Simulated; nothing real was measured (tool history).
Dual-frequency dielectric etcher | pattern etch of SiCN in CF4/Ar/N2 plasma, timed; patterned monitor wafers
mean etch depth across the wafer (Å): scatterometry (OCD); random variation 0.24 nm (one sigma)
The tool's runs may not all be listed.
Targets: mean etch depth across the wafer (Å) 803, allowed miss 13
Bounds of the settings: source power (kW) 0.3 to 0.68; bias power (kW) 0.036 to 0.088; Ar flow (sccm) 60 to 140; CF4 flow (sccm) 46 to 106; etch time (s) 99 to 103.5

run,hour,source power (kW),bias power (kW),Ar flow (sccm),CF4 flow (sccm),etch time (s),mean etch depth across the wafer (Å)
1,0,0.49,0.062,100,76,99,873.28
2,8.7,0.54,0.062,100,76,99,967.02
3,13.9,0.51,0.062,100,76,99,919.56
4,18.1,0.49,0.062,100,76,99,877.33
5,25.1,0.49,0.062,100,85,99,886.3
6,29.4,0.49,0.062,100,90,99,893.49
7,33.3,0.47,0.062,100,90,99,854.85
8,38.6,0.47,0.062,100,90,99,851.7
9,39.7,0.46,0.062,100,90,99,831.65

5 next moves are on the table. One of them brings every result within its allowed miss. Which?
A,40.8,0.43,0.064,102,83,103,?
B,40.8,0.46,0.059,105,88,102.5,?
C,40.8,0.46,0.058,100,91,102.5,?
D,40.8,0.5,0.058,105,86,99,?
E,40.8,0.41,0.061,87,95,102.5,?

move,mean etch depth across the wafer (Å)
A,805.31
B,838.24
C,842.11
D,877.57
E,774.26
A: meets every target
B: further off than the last run
C: further off than the last run
D: further off than the last run
E: takes the result that was furthest off past its target
Answer: A

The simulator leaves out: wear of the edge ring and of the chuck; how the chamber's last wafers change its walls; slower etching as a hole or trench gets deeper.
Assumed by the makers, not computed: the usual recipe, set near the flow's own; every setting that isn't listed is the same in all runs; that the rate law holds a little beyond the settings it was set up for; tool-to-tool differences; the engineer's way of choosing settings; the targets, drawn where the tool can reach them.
